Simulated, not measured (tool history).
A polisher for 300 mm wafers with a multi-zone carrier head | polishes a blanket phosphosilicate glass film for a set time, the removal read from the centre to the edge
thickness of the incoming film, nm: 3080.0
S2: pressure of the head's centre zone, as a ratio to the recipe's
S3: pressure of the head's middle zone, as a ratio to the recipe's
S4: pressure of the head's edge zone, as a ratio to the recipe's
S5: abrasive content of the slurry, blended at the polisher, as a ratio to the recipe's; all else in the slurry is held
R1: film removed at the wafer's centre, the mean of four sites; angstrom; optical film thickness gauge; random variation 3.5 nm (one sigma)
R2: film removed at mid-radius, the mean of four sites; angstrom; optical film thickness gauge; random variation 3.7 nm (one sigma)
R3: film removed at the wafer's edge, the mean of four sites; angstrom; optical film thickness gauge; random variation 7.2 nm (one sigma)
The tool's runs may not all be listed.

{"run": 1, "hour": 0.0, "flow of slurry (ml/min)": 285, "S2": 1, "S3": 1, "S4": 1, "S5": 1, "polishing time (s)": 76, "R1": 6977.2, "R2": 6985.1, "R3": 7042.9}
{"run": 2, "hour": 3.3, "flow of slurry (ml/min)": 285, "S2": 1, "S3": 1, "S4": 1, "S5": 1.15, "polishing time (s)": 76, "R1": 7420.4, "R2": 7358, "R3": 7334.6}
{"run": 3, "hour": 12.1, "flow of slurry (ml/min)": 285, "S2": 0.99, "S3": 0.99, "S4": 0.98, "S5": 1.05, "polishing time (s)": 75, "R1": 7015.4, "R2": 7006.6, "R3": 6984.4}
{"run": 4, "hour": 15.6, "flow of slurry (ml/min)": 350, "S2": 0.99, "S3": 0.99, "S4": 0.98, "S5": 1.05, "polishing time (s)": 75, "R1": 7096.9, "R2": 7149.7, "R3": 7214.5}
{"run": 5, "hour": 21.5, "flow of slurry (ml/min)": 335, "S2": 0.98, "S3": 0.97, "S4": 0.96, "S5": 0.95, "polishing time (s)": 75, "R1": 6782.5, "R2": 6659.4, "R3": 6584.1}
{"run": 6, "hour": 22.5, "flow of slurry (ml/min)": 305, "S2": 0.98, "S3": 0.97, "S4": 0.96, "S5": 0.95, "polishing time (s)": 75, "R1": 6729.8, "R2": 6663.7, "R3": 6711.6}

Forecast run 7:
{"run": 7, "hour": 29.6, "flow of slurry (ml/min)": 365, "S2": 0.88, "S3": 0.87, "S4": 0.86, "S5": 0.7, "polishing time (s)": 74, "R1": "?", "R2": "?", "R3": "?"}

R1: 5448.9 angstrom
R2: 5272.7 angstrom
R3: 5582.6 angstrom
